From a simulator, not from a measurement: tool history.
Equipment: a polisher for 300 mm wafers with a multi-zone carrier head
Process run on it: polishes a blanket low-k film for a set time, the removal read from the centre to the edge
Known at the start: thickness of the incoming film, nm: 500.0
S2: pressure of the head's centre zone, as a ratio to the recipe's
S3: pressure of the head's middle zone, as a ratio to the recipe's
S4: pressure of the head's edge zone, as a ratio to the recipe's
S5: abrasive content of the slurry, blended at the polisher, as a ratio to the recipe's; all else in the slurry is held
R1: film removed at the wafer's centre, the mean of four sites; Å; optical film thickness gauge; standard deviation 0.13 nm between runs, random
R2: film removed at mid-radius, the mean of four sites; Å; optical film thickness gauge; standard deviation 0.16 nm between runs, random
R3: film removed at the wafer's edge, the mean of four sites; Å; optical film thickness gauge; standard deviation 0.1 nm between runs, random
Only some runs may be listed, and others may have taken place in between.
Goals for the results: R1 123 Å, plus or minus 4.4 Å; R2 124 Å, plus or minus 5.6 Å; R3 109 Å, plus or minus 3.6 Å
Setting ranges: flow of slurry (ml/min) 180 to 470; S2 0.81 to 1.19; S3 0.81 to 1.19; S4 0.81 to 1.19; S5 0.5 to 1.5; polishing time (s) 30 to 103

run 1 day=0 | flow_of_slurry_(ml/min)=300 S2=1 S3=1 S4=1 S5=1 polishing_time_(s)=66 | R1=177.25 R2=172.33 R3=174.73
run 2 day=0.092 | flow_of_slurry_(ml/min)=300 S2=1 S3=1.01 S4=0.98 S5=0.9 polishing_time_(s)=64 | R1=160.01 R2=156.39 R3=155.6
run 3 day=0.254 | flow_of_slurry_(ml/min)=300 S2=1 S3=1.01 S4=0.98 S5=0.85 polishing_time_(s)=64 | R1=155.48 R2=152.85 R3=151.76
run 4 day=0.496 | flow_of_slurry_(ml/min)=300 S2=1 S3=1.01 S4=1.01 S5=0.85 polishing_time_(s)=64 | R1=156.02 R2=150.65 R3=154.61
run 5 day=0.796 | flow_of_slurry_(ml/min)=300 S2=0.94 S3=1.01 S4=1.01 S5=0.85 polishing_time_(s)=64 | R1=144.74 R2=149.71 R3=155.11
-- day=0.933 worn pad replaced by a new one
run 6 day=0.933 | flow_of_slurry_(ml/min)=300 S2=0.94 S3=1.05 S4=1.01 S5=0.85 polishing_time_(s)=64 | R1=161.8 R2=172.96 R3=168.11
run 7 day=0.992 | flow_of_slurry_(ml/min)=385 S2=0.99 S3=1.03 S4=0.91 S5=0.6 polishing_time_(s)=51 | R1=108.56 R2=110.63 R3=104.35
run 8 day=1.104 | flow_of_slurry_(ml/min)=385 S2=1 S3=1.04 S4=0.91 S5=0.6 polishing_time_(s)=51 | R1=112.77 R2=110.62 R3=103.25
run 9 day=1.317 | flow_of_slurry_(ml/min)=385 S2=1 S3=1.05 S4=0.92 S5=0.6 polishing_time_(s)=51 | R1=110.43 R2=113.44 R3=106.31
run 10 day=1.675 | flow_of_slurry_(ml/min)=385 S2=1.01 S3=1.06 S4=0.92 S5=0.6 polishing_time_(s)=51 | R1=112.39 R2=113.51 R3=103.54
run 11 day=2.038 | flow_of_slurry_(ml/min)=385 S2=1.02 S3=1.07 S4=0.93 S5=0.6 polishing_time_(s)=51 | R1=114.59 R2=112.75 R3=104.54
run 12 day=2.379 | flow_of_slurry_(ml/min)=400 S2=1.05 S3=1.17 S4=0.94 S5=0.7 polishing_time_(s)=51 | R1=130.38 R2=132.72 R3=116.65
run 13 day=2.608 | flow_of_slurry_(ml/min)=400 S2=1.05 S3=1.16 S4=0.93 S5=0.7 polishing_time_(s)=51 | R1=131.08 R2=129.99 R3=117.01
run 14 day=2.667 | flow_of_slurry_(ml/min)=400 S2=1.05 S3=1.16 S4=0.92 S5=0.7 polishing_time_(s)=51 | R1=129.39 R2=135.89 R3=116.08
run 15 day=2.838 | flow_of_slurry_(ml/min)=400 S2=1.05 S3=1.15 S4=0.92 S5=0.7 polishing_time_(s)=51 | R1=128.11 R2=134.48 R3=115.64
run 16 day=3.133 | flow_of_slurry_(ml/min)=400 S2=1.05 S3=1.14 S4=0.92 S5=0.7 polishing_time_(s)=51 | R1=129.86 R2=133.85 R3=116.2
run 17 day=3.179 | flow_of_slurry_(ml/min)=395 S2=1.05 S3=1.13 S4=0.92 S5=0.7 polishing_time_(s)=51 | R1=129.88 R2=135.35 R3=116.38
run 18 day=3.217 | flow_of_slurry_(ml/min)=395 S2=1.05 S3=1.12 S4=0.92 S5=0.7 polishing_time_(s)=51 | R1=130.38 R2=131.22 R3=115.36
run 19 day=3.529 | flow_of_slurry_(ml/min)=395 S2=1.05 S3=1.11 S4=0.91 S5=0.7 polishing_time_(s)=51 | R1=128.99 R2=130.82 R3=115.59

4 next moves are on the table. One of them brings every result within its allowed miss. Which?
run A day=3.842 | flow_of_slurry_(ml/min)=305 S2=1.06 S3=1.13 S4=0.9 S5=0.75 polishing_time_(s)=47 | R1=? R2=? R3=?
run B day=3.842 | flow_of_slurry_(ml/min)=420 S2=1.02 S3=1.19 S4=0.88 S5=0.6 polishing_time_(s)=50 | R1=? R2=? R3=?
run C day=3.842 | flow_of_slurry_(ml/min)=470 S2=0.99 S3=1.18 S4=0.83 S5=0.65 polishing_time_(s)=49 | R1=? R2=? R3=?
run D day=3.842 | flow_of_slurry_(ml/min)=465 S2=1.1 S3=1 S4=1.05 S5=0.55 polishing_time_(s)=59 | R1=? R2=? R3=?

move=A R1=122.76 R2=123.53 R3=110.23
move=B R1=112.58 R2=122 R3=102.93
move=C R1=113.8 R2=126.23 R3=104.21
move=D R1=135.85 R2=120.13 R3=125.28
A: all results in spec
B: carries the result that was furthest off beyond its target, to the other side
C: carries the result that was furthest off beyond its target, to the other side
D: its largest miss is bigger than the last run's
Move A is the one to make.

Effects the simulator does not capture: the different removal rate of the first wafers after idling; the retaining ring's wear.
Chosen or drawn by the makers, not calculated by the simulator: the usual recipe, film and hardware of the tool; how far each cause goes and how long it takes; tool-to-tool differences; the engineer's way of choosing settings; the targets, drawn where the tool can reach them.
